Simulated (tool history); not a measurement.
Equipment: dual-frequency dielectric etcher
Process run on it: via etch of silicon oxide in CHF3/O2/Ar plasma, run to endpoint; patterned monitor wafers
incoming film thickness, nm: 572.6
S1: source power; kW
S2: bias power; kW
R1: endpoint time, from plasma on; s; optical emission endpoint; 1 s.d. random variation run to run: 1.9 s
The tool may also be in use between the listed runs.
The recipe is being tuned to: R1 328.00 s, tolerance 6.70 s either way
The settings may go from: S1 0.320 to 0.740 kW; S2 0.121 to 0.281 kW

Run 1, hour 0.0: S1 0.530 kW, S2 0.201 kW. Result: R1 298.91 s.
Run 2, hour 6.4: S1 0.520 kW, S2 0.200 kW. Result: R1 303.37 s.
Run 3, hour 11.1: S1 0.480 kW, S2 0.200 kW. Result: R1 318.86 s.
Run 4, hour 15.7: S1 0.560 kW, S2 0.200 kW. Result: R1 292.40 s.
Run 5, hour 19.7: S1 0.550 kW, S2 0.199 kW. Result: R1 296.69 s.
Run 6, hour 24.3: S1 0.550 kW, S2 0.215 kW. Result: R1 287.86 s.
Run 7, hour 26.3: S1 0.530 kW, S2 0.214 kW. Result: R1 295.51 s.
Run 8, hour 28.7: S1 0.520 kW, S2 0.213 kW. Result: R1 298.17 s.
Run 9, hour 33.7: S1 0.510 kW, S2 0.212 kW. Result: R1 305.19 s.
Run 10, hour 35.1: S1 0.500 kW, S2 0.211 kW. Result: R1 306.81 s.
Run 11, hour 43.5: S1 0.490 kW, S2 0.211 kW. Result: R1 308.02 s.
Run 12, hour 49.6: S1 0.400 kW, S2 0.203 kW. Result: R1 353.20 s.
Run 13, hour 58.3: S1 0.410 kW, S2 0.203 kW. Result: R1 345.53 s.
Run 14, hour 65.5: S1 0.470 kW, S2 0.208 kW. Result: R1 320.54 s.

Exercise: of the 4 proposed moves below, exactly one satisfies all targets within the stated allowed misses. Which move is it?
Run A, hour 72.7: S1 0.470 kW, S2 0.219 kW. Result: R1 ?.
Run B, hour 72.7: S1 0.490 kW, S2 0.206 kW. Result: R1 ?.
Run C, hour 72.7: S1 0.490 kW, S2 0.200 kW. Result: R1 ?.
Run D, hour 72.7: S1 0.440 kW, S2 0.218 kW. Result: R1 ?.

move      R1
   A  314.36
   B  311.80
   C  313.98
   D  326.65
A: its largest miss is bigger than the last run's
B: its largest miss is bigger than the last run's
C: its largest miss is bigger than the last run's
D: meets every target
Answer: D

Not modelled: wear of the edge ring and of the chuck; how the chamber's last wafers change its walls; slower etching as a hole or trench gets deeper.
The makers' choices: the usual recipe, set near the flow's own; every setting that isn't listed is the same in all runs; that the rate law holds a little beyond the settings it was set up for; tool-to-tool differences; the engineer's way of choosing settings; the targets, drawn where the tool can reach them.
